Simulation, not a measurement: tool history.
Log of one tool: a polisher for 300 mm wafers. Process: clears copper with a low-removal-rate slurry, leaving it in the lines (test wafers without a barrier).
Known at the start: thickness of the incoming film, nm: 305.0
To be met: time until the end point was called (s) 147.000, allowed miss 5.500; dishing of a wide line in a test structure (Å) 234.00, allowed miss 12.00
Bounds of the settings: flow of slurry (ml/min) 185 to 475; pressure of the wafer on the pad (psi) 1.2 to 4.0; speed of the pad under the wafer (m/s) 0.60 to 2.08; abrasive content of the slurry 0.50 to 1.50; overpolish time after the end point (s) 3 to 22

| run | hour | flow of slurry (ml/min) | pressure of the wafer on the pad (psi) | speed of the pad under the wafer (m/s) | abrasive content of the slurry | overpolish time after the end point (s) | time until the end point was called (s) | dishing of a wide line in a test structure (Å) |
|---|---|---|---|---|---|---|---|---|
| 1 | 0.0 | 305 | 2.6 | 1.34 | 1.00 | 11 | 80.565 | 270.32 |
| 2 | 4.0 | 305 | 2.3 | 1.32 | 1.00 | 12 | 90.217 | 257.75 |
| 3 | 10.7 | 305 | 2.1 | 1.30 | 1.00 | 13 | 100.400 | 253.52 |
| 4 | 12.2 | 305 | 2.5 | 1.30 | 1.00 | 13 | 84.982 | 289.41 |
| 5 | 18.4 | 305 | 2.2 | 1.28 | 1.00 | 14 | 95.691 | 274.38 |
| 6 | 23.2 | 305 | 1.7 | 1.28 | 1.00 | 14 | 121.210 | 214.87 |
| 7 | 25.5 | 305 | 1.6 | 1.28 | 1.00 | 15 | 130.440 | 226.32 |
| 8 | 26.2 | 300 | 1.5 | 1.28 | 1.00 | 16 | 136.090 | 225.15 |
| 9 | 33.8 | 295 | 1.5 | 1.28 | 1.00 | 16 | 136.740 | 219.63 |
| 10 | 38.2 | 285 | 1.3 | 1.28 | 1.00 | 18 | 153.540 | 222.78 |
| 11 | 39.9 | 290 | 1.3 | 1.28 | 1.00 | 18 | 154.110 | 216.13 |

Which of these 4 next moves meets every target?
| A | 41.6 | 305 | 1.6 | 1.00 | 1.20 | 19 | ? | ? |
| B | 41.6 | 285 | 1.2 | 1.50 | 0.90 | 21 | ? | ? |
| C | 41.6 | 270 | 1.4 | 1.14 | 1.05 | 20 | ? | ? |
| D | 41.6 | 255 | 1.3 | 1.38 | 1.00 | 18 | ? | ? |

| move | time until the end point was called (s) | dishing of a wide line in a test structure (Å) |
|---|---|---|
| A | 154.810 | 232.14 |
| B | 142.740 | 268.76 |
| C | 159.420 | 235.37 |
| D | 143.480 | 234.56 |
A: brings the result that was furthest off to its target, and leaves another outside
B: takes the result that was furthest off past its target
C: brings the result that was furthest off to its target, and leaves another outside
D: meets every target
Move D is the one to make.

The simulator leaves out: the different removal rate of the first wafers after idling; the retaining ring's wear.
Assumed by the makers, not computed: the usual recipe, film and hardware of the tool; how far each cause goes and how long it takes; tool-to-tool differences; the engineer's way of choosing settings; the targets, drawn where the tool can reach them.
